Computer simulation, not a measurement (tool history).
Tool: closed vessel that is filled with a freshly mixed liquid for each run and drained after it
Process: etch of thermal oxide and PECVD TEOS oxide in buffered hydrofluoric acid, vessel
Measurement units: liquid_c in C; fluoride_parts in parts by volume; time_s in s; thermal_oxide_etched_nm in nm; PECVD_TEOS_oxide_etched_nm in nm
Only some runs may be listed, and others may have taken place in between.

run    day  liquid_c  fluoride_parts  time_s  thermal_oxide_etched_nm  PECVD_TEOS_oxide_etched_nm
  1      0        22            12.5      60                    45.18                      122.31
  2    0.1        22            12.5      85                   64.518                      172.67
  3  0.404      25.5            12.5      85                    78.99                      209.47
  4  0.525      25.5            12.5     100                   91.603                      251.59
  5  0.667      25.5            12.5      85                    77.67                      208.15
  6    0.8        24              13      85                   70.297                      185.83
  7  1.121      22.5            13.5      85                   60.289                      163.98
     1.238  -- thermometer replaced
  8  1.238      21.5              14      85                   60.881                      159.98
  9  1.454        21            14.5      85                   56.853                      153.29
 10  1.725        20            15.5      85                   49.632                      134.81
 11  1.888      19.5              16      85                   47.341                         126
 12  1.912        19            16.5      85                   44.224                      120.73
 13  2.142      18.5            16.5      85                   42.859                      117.73
 14  2.417        18              17      85                   40.914                      109.61

Estimate the outcome of run 15 from the log above:
 15  2.746      17.5              17      85                        ?                           ?

thermal_oxide_etched_nm: 39.732 nm
PECVD_TEOS_oxide_etched_nm: 106.89 nm

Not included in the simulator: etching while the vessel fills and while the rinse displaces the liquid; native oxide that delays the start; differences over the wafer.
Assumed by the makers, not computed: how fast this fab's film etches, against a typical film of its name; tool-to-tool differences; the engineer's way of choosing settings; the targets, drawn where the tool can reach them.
